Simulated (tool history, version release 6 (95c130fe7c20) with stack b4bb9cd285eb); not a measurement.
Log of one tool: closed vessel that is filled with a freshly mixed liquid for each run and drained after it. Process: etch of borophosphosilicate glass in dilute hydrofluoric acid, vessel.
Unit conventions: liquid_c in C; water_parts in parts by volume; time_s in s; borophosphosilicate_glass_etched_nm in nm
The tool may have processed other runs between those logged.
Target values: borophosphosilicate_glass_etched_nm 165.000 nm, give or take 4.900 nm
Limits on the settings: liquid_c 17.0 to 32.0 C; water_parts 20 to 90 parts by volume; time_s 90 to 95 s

| run | hour | liquid_c | water_parts | time_s | borophosphosilicate_glass_etched_nm |
|---|---|---|---|---|---|
| 1 | 0.0 | 24.0 | 50 | 90 | 86.637 |
| 2 | 7.0 | 24.0 | 35 | 90 | 126.720 |
| 3 | 10.0 | 21.5 | 35 | 90 | 115.550 |
| 4 | 13.2 | 22.5 | 35 | 90 | 119.140 |
| 5 | 19.1 | 22.5 | 35 | 90 | 119.870 |
| 6 | 25.3 | 23.5 | 35 | 90 | 125.020 |
| 7 | 33.9 | 24.5 | 35 | 90 | 128.450 |
| 8 | 41.6 | 28.5 | 35 | 90 | 152.220 |
| 9 | 44.4 | 29.5 | 35 | 90 | 160.230 |

Which single option among these 4 for the next run brings every result within its allowed miss of target? Just one does.
| A | 47.2 | 29.0 | 35 | 95 | ? |
| B | 47.2 | 32.0 | 40 | 90 | ? |
| C | 47.2 | 29.0 | 35 | 90 | ? |
| D | 47.2 | 28.5 | 35 | 90 | ? |

| move | borophosphosilicate_glass_etched_nm |
|---|---|
| A | 162.980 |
| B | 150.930 |
| C | 154.400 |
| D | 151.330 |
A: in spec on every target
B: the biggest miss grows against the last run
C: the biggest miss grows against the last run
D: the biggest miss grows against the last run
A meets every target.

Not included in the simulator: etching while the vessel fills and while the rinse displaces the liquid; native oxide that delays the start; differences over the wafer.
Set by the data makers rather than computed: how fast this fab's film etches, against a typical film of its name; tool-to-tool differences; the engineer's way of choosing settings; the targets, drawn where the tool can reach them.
